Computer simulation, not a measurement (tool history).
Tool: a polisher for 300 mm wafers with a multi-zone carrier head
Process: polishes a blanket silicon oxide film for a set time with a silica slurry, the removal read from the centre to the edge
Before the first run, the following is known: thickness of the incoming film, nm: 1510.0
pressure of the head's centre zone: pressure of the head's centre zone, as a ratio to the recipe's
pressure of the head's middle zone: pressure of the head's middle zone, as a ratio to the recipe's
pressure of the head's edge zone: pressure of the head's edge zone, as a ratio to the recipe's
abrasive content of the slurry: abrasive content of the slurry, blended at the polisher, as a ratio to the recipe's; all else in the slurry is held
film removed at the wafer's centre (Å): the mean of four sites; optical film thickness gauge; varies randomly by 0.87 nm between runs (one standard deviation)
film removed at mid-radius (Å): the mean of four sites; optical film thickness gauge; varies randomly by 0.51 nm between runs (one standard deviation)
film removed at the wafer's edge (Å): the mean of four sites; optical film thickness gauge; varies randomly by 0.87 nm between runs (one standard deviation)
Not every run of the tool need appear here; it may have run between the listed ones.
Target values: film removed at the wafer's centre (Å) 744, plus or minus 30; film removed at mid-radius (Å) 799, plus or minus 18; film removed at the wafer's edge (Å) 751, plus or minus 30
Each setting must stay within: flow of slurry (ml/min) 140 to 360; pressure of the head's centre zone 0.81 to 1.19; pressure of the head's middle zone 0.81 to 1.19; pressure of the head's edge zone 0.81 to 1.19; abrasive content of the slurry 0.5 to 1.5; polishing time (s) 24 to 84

run,hour,flow of slurry (ml/min),pressure of the head's centre zone,pressure of the head's middle zone,pressure of the head's edge zone,abrasive content of the slurry,polishing time (s),film removed at the wafer's centre (Å),film removed at mid-radius (Å),film removed at the wafer's edge (Å)
1,0,230,1,1,1,1,54,1297.5,1331.3,1289.4
2,4.3,230,0.99,0.99,0.97,0.9,52,1203.4,1188.2,1166.5
3,13.1,230,0.99,0.99,0.97,0.9,63,1441.5,1436.4,1422.9
4,17.8,230,0.99,0.99,0.97,1.05,63,1557.2,1566.2,1518.3
5,18.3,230,0.99,1.04,0.97,1.05,63,1553.6,1624.3,1580.2
6,22.2,230,0.99,1.04,0.97,1.05,75,1860.3,1929.6,1823.2
7,31.1,230,0.98,1.04,0.95,0.95,68,1573.8,1665.7,1589.9
8,33.7,235,0.98,1.04,0.93,0.85,63,1392.4,1446.7,1343.5
9,36,235,0.96,1.03,0.92,0.8,60,1242,1316.1,1249.7
10,37.2,240,0.95,1.03,0.91,0.75,57,1152.5,1213.9,1141.7
11,40.5,240,0.94,1.02,0.9,0.7,55,1029.8,1091.8,1026.5
12,46.8,255,0.93,1.01,0.88,0.65,54,959.39,1024.7,946.17
13,48.7,265,0.91,0.98,0.87,0.65,54,927.38,1004.2,957.46
14,55.5,200,0.91,0.96,0.81,0.5,47,627.7,674.59,633.17
15,64.3,220,0.91,0.96,0.82,0.5,47,632.17,679.79,638.58
16,69,240,0.91,0.96,0.83,0.5,47,645.15,694.5,645.46
17,76.2,250,0.91,0.97,0.85,0.5,47,647.46,689.5,669.52
18,82.7,300,0.99,1.07,0.88,0.6,47,842.88,885.81,785.18
19,85.1,285,0.98,1.06,0.88,0.6,47,834.46,870.47,796.19
20,90.6,270,0.97,1.05,0.88,0.6,47,802.27,860.35,786.81

Consider the 4 candidate settings below. Which is the only one whose results all fall within their allowed miss of target?
A,96.1,260,1.14,1,0.83,0.75,39,?,?,?
B,96.1,245,0.94,1.03,0.93,0.6,44,?,?,?
C,96.1,270,1.11,1.15,0.81,0.65,43,?,?,?
D,96.1,195,1.04,1.01,0.97,0.6,51,?,?,?

move,film removed at the wafer's centre (Å),film removed at mid-radius (Å),film removed at the wafer's edge (Å)
A,930.15,814.41,745.3
B,729.77,793.32,748.89
C,906.72,899.92,735.62
D,912.32,885.3,870.1
A: the furthest-off result lands on target, but another misses its tolerance
B: every result within its allowed miss
C: further off than the last run
D: further off than the last run
Move B is the one to make.
